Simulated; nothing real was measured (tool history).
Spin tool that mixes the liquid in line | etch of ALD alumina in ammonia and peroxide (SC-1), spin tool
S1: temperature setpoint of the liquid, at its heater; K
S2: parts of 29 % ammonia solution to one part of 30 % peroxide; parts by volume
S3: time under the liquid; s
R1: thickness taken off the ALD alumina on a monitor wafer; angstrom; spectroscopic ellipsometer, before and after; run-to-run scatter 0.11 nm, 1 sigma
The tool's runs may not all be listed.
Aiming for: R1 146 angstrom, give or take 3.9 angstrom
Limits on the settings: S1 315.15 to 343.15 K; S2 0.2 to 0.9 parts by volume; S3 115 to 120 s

| run | hour | S1 | S2 | S3 | R1 |
|---|---|---|---|---|---|
| 1 | 0 | 331.15 | 0.5 | 115 | 75.37 |
| 2 | 7.7 | 331.15 | 0.5 | 120 | 78.085 |
| 3 | 8.4 | 335.15 | 0.5 | 120 | 95.792 |
| 4 | 13.1 | 335.15 | 0.5 | 120 | 96.044 |
| 5 | 17.9 | 337.65 | 0.55 | 120 | 109.47 |
| 6 | 22.2 | 337.65 | 0.4 | 120 | 106.29 |
| 7 | 29.4 | 337.65 | 0.4 | 120 | 106.41 |
| 8 | 35.7 | 339.65 | 0.5 | 120 | 121.51 |
| 9 | 42.5 | 340.65 | 0.5 | 120 | 126.13 |
| 10 | 47.1 | 341.65 | 0.55 | 120 | 133.28 |
| 11 | 48.5 | 342.15 | 0.6 | 120 | 137.25 |

Which one of the following 4 next-run settings gets every result inside its allowed miss? There is exactly one.
| A | 49.9 | 340.65 | 0.8 | 115 | ? |
| B | 49.9 | 342.15 | 0.65 | 115 | ? |
| C | 49.9 | 340.65 | 0.85 | 115 | ? |
| D | 49.9 | 343.15 | 0.6 | 120 | ? |

| move | R1 |
|---|---|
| A | 127.18 |
| B | 134.14 |
| C | 127.91 |
| D | 145.78 |
A: lands further from the targets than the last run did
B: lands further from the targets than the last run did
C: lands further from the targets than the last run did
D: every result within its allowed miss
Correct choice: D, which meets every target

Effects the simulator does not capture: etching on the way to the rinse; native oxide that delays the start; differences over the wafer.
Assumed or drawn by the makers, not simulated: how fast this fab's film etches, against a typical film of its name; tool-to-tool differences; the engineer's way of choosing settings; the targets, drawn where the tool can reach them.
